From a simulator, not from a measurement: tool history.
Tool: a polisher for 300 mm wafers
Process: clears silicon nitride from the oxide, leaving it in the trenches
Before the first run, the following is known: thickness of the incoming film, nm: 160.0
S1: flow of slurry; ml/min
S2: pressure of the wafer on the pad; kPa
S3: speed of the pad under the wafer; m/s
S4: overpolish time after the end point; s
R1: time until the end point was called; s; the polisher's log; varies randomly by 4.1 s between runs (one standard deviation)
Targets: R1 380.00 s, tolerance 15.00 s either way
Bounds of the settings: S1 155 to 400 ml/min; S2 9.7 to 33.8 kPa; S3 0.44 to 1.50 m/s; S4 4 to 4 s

run  hour   S1    S2    S3  S4      R1
  1   0.0  255  21.4  0.96   4  157.69
  2   3.9  280  21.4  0.96   4  157.39
  3   5.2  280  21.4  1.18   4  130.65
  4   7.0  275  17.9  1.00   4  176.57
  5   8.0  275  17.9  1.00   4  176.58
  6   9.5  270  15.2  0.86   4  241.14
  7  14.8  270  13.8  0.82   4  277.11
  8  22.5  265   9.7  0.72   4  433.62
  9  30.1  275  10.3  0.72   4  406.75

Pick the move, out of 5, that brings all results within their allowed miss; only one does.
  A  37.7  315  12.4  0.72   4   ?
  B  37.7  305  11.7  0.68   4   ?
  C  37.7  295  11.7  0.74   4   ?
  D  37.7  260  11.7  0.78   4   ?
  E  37.7  260  16.5  0.54   4   ?

move      R1
   A  339.97
   B  379.60
   C  351.14
   D  338.27
   E  349.18
A: moves the result that the last run missed by most past its target, out the other side
B: every result lands within tolerance
C: moves the result that the last run missed by most past its target, out the other side
D: moves the result that the last run missed by most past its target, out the other side
E: moves the result that the last run missed by most past its target, out the other side
The move that meets every target is B.
